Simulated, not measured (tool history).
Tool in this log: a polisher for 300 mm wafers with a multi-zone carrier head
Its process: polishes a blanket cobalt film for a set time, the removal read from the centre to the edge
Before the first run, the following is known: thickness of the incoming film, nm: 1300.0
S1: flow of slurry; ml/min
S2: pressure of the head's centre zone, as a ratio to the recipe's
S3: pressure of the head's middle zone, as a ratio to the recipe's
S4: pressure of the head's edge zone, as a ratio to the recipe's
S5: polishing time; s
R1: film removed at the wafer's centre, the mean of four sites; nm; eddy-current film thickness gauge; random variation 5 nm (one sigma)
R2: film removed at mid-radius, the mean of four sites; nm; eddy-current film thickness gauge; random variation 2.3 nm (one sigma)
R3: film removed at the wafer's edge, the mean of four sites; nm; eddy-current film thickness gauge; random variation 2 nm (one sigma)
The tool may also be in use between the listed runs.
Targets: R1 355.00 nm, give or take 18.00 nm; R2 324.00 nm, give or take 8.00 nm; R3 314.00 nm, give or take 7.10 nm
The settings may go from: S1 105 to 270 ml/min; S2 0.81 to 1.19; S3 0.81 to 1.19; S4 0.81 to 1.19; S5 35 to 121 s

run 1 day=0.000 | S1=175 S2=1.00 S3=1.00 S4=1.00 S5=78 | R1=423.52 R2=407.48 R3=387.52
run 2 day=0.300 | S1=175 S2=1.00 S3=1.00 S4=1.00 S5=89 | R1=471.70 R2=464.29 R3=440.91
run 3 day=0.350 | S1=165 S2=0.99 S3=0.97 S4=0.96 S5=84 | R1=440.36 R2=424.08 R3=410.80
run 4 day=0.504 | S1=165 S2=0.99 S3=0.97 S4=0.96 S5=98 | R1=501.37 R2=495.92 R3=481.78
run 5 day=0.542 | S1=165 S2=0.99 S3=0.96 S4=0.93 S5=89 | R1=462.58 R2=448.53 R3=426.85
run 6 day=0.625 | S1=165 S2=1.03 S3=0.96 S4=0.93 S5=89 | R1=486.58 R2=446.64 R3=427.38
run 7 day=0.725 | S1=160 S2=1.02 S3=0.94 S4=0.91 S5=83 | R1=432.43 R2=407.32 R3=395.88
run 8 day=1.092 | S1=160 S2=1.03 S3=0.93 S4=0.89 S5=78 | R1=428.77 R2=377.85 R3=370.07
run 9 day=1.367 | S1=155 S2=1.02 S3=0.93 S4=0.87 S5=75 | R1=399.08 R2=362.48 R3=347.42
run 10 day=1.454 | S1=150 S2=1.02 S3=0.92 S4=0.86 S5=74 | R1=395.78 R2=355.11 R3=341.85
run 11 day=1.708 | S1=125 S2=0.97 S3=0.89 S4=0.81 S5=69 | R1=329.59 R2=309.53 R3=301.11

Which one of the following 5 next-run settings gets every result inside its allowed miss? There is exactly one.
run A day=1.962 | S1=135 S2=0.95 S3=0.95 S4=0.81 S5=67 | R1=? R2=? R3=?
run B day=1.962 | S1=115 S2=0.90 S3=0.85 S4=0.86 S5=72 | R1=? R2=? R3=?
run C day=1.962 | S1=105 S2=0.85 S3=1.00 S4=0.92 S5=72 | R1=? R2=? R3=?
run D day=1.962 | S1=135 S2=1.00 S3=0.90 S4=0.82 S5=71 | R1=? R2=? R3=?
run E day=1.962 | S1=135 S2=1.03 S3=0.82 S4=0.85 S5=70 | R1=? R2=? R3=?

move=A R1=319.33 R2=318.16 R3=298.06
move=B R1=310.64 R2=302.91 R3=319.97
move=C R1=285.12 R2=333.55 R3=323.15
move=D R1=356.24 R2=323.72 R3=317.63
move=E R1=361.65 R2=298.06 R3=318.16
A: lands further from the targets than the last run did
B: gets the furthest-off result to its target, but another result is out of tolerance
C: takes the result that was furthest off past its target
D: every result within its allowed miss
E: gets the furthest-off result to its target, but another result is out of tolerance
D meets every target.

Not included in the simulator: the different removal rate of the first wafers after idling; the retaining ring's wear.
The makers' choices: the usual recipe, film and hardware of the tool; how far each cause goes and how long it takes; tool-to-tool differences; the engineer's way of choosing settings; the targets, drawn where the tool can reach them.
